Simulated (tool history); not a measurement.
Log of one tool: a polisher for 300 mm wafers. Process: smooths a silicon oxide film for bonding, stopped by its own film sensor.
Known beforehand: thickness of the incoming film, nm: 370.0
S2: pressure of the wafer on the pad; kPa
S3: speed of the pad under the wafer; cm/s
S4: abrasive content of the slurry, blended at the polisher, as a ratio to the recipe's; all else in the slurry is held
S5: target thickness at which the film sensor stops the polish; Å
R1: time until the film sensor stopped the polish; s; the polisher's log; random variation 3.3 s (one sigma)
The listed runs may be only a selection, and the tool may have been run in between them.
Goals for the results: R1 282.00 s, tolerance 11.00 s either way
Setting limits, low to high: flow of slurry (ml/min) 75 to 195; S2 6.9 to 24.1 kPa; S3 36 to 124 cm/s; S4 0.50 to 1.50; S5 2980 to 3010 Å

Run 1, day 0.000: flow of slurry (ml/min) 125, S2 15.2 kPa, S3 80 cm/s, S4 1.00, S5 3010 Å. Result: R1 114.04 s.
Run 2, day 0.212: flow of slurry (ml/min) 125, S2 15.2 kPa, S3 80 cm/s, S4 1.00, S5 2980 Å. Result: R1 116.76 s.
Run 3, day 0.446: flow of slurry (ml/min) 125, S2 17.2 kPa, S3 80 cm/s, S4 1.00, S5 2980 Å. Result: R1 104.87 s.
Run 4, day 0.700: flow of slurry (ml/min) 125, S2 15.2 kPa, S3 80 cm/s, S4 1.00, S5 2980 Å. Result: R1 116.45 s.
Run 5, day 0.750: flow of slurry (ml/min) 125, S2 15.2 kPa, S3 80 cm/s, S4 1.00, S5 3010 Å. Result: R1 112.53 s.
Run 6, day 1.033: flow of slurry (ml/min) 125, S2 14.5 kPa, S3 76 cm/s, S4 1.00, S5 3010 Å. Result: R1 118.62 s.
Run 7, day 1.317: flow of slurry (ml/min) 125, S2 13.8 kPa, S3 72 cm/s, S4 1.00, S5 3010 Å. Result: R1 124.41 s.
Run 8, day 1.675: flow of slurry (ml/min) 125, S2 13.1 kPa, S3 68 cm/s, S4 0.95, S5 3010 Å. Result: R1 136.14 s.
Run 9, day 1.775: flow of slurry (ml/min) 125, S2 12.4 kPa, S3 64 cm/s, S4 0.90, S5 3010 Å. Result: R1 150.94 s.
Run 10, day 1.996: flow of slurry (ml/min) 125, S2 11.7 kPa, S3 62 cm/s, S4 0.90, S5 3010 Å. Result: R1 159.12 s.
Run 11, day 2.288: flow of slurry (ml/min) 125, S2 11.7 kPa, S3 62 cm/s, S4 0.90, S5 3010 Å. Result: R1 159.03 s.

4 next moves are on the table. One of them brings every result within its allowed miss. Which?
Run A, day 2.579: flow of slurry (ml/min) 165, S2 11.7 kPa, S3 42 cm/s, S4 0.60, S5 3000 Å. Result: R1 ?.
Run B, day 2.579: flow of slurry (ml/min) 140, S2 8.3 kPa, S3 44 cm/s, S4 0.65, S5 2990 Å. Result: R1 ?.
Run C, day 2.579: flow of slurry (ml/min) 110, S2 6.9 kPa, S3 44 cm/s, S4 0.70, S5 2980 Å. Result: R1 ?.
Run D, day 2.579: flow of slurry (ml/min) 115, S2 6.9 kPa, S3 54 cm/s, S4 0.70, S5 2980 Å. Result: R1 ?.

move      R1
   A  273.08
   B  304.99
   C  326.69
   D  298.71
A: every result within its allowed miss
B: takes the biggest miss from the last run beyond its target
C: takes the biggest miss from the last run beyond its target
D: takes the biggest miss from the last run beyond its target
Move A is the one to make.

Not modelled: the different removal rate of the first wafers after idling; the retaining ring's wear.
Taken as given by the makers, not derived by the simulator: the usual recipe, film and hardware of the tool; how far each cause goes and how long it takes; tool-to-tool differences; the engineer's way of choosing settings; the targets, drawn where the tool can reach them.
